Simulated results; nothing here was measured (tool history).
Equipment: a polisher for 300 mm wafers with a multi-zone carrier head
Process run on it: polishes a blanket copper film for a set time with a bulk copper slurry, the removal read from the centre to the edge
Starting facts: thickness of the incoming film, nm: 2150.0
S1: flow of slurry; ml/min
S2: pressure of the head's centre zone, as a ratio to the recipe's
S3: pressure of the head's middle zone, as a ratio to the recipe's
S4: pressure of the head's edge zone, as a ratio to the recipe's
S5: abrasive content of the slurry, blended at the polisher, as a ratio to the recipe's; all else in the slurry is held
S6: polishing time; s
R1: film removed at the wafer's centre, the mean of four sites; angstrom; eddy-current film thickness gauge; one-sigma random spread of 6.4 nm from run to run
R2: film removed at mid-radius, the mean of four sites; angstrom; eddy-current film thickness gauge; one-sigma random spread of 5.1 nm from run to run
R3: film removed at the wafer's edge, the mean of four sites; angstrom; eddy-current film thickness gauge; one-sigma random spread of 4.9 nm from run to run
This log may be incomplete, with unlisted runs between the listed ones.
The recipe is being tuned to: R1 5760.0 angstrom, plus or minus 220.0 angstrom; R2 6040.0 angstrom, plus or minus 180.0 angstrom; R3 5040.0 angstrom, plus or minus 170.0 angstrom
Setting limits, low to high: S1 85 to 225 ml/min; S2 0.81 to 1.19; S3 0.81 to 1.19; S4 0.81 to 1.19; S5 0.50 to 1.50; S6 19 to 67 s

run 1 hour=0.0 | S1=145 S2=1.00 S3=1.00 S4=1.00 S5=1.00 S6=43 | R1=5146.3 R2=4715.2 R3=4641.8
run 2 hour=6.9 | S1=120 S2=1.00 S3=1.00 S4=1.00 S5=1.00 S6=43 | R1=4860.8 R2=4501.7 R3=4522.3
run 3 hour=11.5 | S1=120 S2=1.00 S3=1.00 S4=1.00 S5=1.10 S6=43 | R1=4943.3 R2=4723.1 R3=4565.9
run 4 hour=20.5 | S1=140 S2=1.00 S3=1.03 S4=1.00 S5=1.10 S6=43 | R1=5086.9 R2=5036.9 R3=4748.2
run 5 hour=26.8 | S1=140 S2=1.00 S3=1.07 S4=1.00 S5=1.10 S6=43 | R1=5169.7 R2=5194.1 R3=4700.1
run 6 hour=29.8 | S1=155 S2=1.00 S3=1.09 S4=1.00 S5=1.10 S6=43 | R1=5268.1 R2=5399.2 R3=4757.5
run 7 hour=33.4 | S1=170 S2=1.00 S3=1.10 S4=1.00 S5=1.10 S6=43 | R1=5407.5 R2=5605.2 R3=4879.2
run 8 hour=38.1 | S1=180 S2=1.00 S3=1.11 S4=1.00 S5=1.10 S6=43 | R1=5454.4 R2=5697.5 R3=4891.5
run 9 hour=44.7 | S1=185 S2=1.00 S3=1.12 S4=1.00 S5=1.10 S6=43 | R1=5553.8 R2=5768.5 R3=4860.3
run 10 hour=49.8 | S1=190 S2=1.00 S3=1.12 S4=1.01 S5=1.10 S6=43 | R1=5518.9 R2=5704.0 R3=4868.1

Next run, 5 choices. One meets every target within its allowed miss, the rest don't. Which?
run A hour=54.9 | S1=225 S2=1.05 S3=1.01 S4=1.03 S5=0.95 S6=47 | R1=? R2=? R3=?
run B hour=54.9 | S1=225 S2=1.00 S3=1.02 S4=0.97 S5=1.15 S6=43 | R1=? R2=? R3=?
run C hour=54.9 | S1=210 S2=0.95 S3=1.07 S4=1.00 S5=1.05 S6=47 | R1=? R2=? R3=?
run D hour=54.9 | S1=180 S2=1.07 S3=1.01 S4=1.08 S5=1.10 S6=47 | R1=? R2=? R3=?
run E hour=54.9 | S1=180 S2=0.98 S3=1.11 S4=0.92 S5=1.20 S6=45 | R1=? R2=? R3=?

move=A R1=6273.8 R2=5614.3 R3=5367.5
move=B R1=5808.1 R2=5505.2 R3=5081.6
move=C R1=5802.7 R2=6036.2 R3=5429.0
move=D R1=6459.3 R2=5692.5 R3=5608.5
move=E R1=5821.7 R2=6071.9 R3=5135.6
A: misses by more than the last run did
B: misses by more than the last run did
C: meets the target for the result that was furthest off, but another lies outside its allowed miss
D: misses by more than the last run did
E: hits every target within its allowed miss
The move that meets every target is E.
